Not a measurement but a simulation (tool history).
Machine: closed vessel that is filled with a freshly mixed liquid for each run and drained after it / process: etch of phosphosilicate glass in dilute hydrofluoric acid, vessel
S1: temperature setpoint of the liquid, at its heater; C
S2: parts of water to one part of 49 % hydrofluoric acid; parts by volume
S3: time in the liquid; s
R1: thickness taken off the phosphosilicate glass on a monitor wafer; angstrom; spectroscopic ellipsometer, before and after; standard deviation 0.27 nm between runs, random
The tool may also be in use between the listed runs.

| run | hour | S1 | S2 | S3 | R1 |
|---|---|---|---|---|---|
| 1 | 0.0 | 22.0 | 280 | 105 | 261.14 |
| 2 | 4.6 | 22.0 | 280 | 110 | 272.29 |
| 3 | 6.4 | 24.5 | 255 | 110 | 334.99 |
| 4 | 14.7 | 24.5 | 205 | 110 | 440.69 |
| 5 | 18.4 | 24.5 | 110 | 110 | 911.21 |
| 6 | 27.4 | 24.5 | 55 | 110 | 1975.60 |
| 7 | 28.6 | 26.0 | 100 | 110 | 1090.50 |
| 8 | 29.6 | 27.0 | 125 | 110 | 873.43 |
| 9 | 34.3 | 27.0 | 125 | 110 | 876.74 |
| 10 | 35.9 | 28.0 | 145 | 110 | 759.69 |

Run 11, settings as shown, results not yet in. Your forecast:
| 11 | 38.3 | 28.0 | 160 | 110 | ? |

Run 11 gave R1 675.09 angstrom.
